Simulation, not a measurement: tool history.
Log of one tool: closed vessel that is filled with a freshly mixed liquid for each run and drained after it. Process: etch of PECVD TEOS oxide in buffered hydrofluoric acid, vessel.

run  hour  temperature setpoint of the liquid (C)  parts of 40 % ammonium fluoride to one part of 49 % hydrofluoric acid (parts by volume)  time in the liquid (s)  thickness taken off the PECVD TEOS oxide on a monitor wafer (Å)
  1   0.0                                    23.0                                                                                     11.0                      35                                                           536.07
  2   3.4                                    24.0                                                                                     11.0                      35                                                           566.17
  3   6.6                                    24.0                                                                                     12.5                      35                                                           501.97
  4  12.7                                    24.0                                                                                     14.0                      35                                                           452.27
  5  14.3                                    24.0                                                                                     14.0                      30                                                           385.31
  6  22.8                                    26.0                                                                                     13.5                      30                                                           448.55
  7  27.7                                    27.5                                                                                     13.0                      30                                                           499.90

The next listed run, before its measurement:
  8  33.3                                    31.0                                                                                     11.0                      30                                                                ?

thickness taken off the PECVD TEOS oxide on a monitor wafer (Å): 700.86
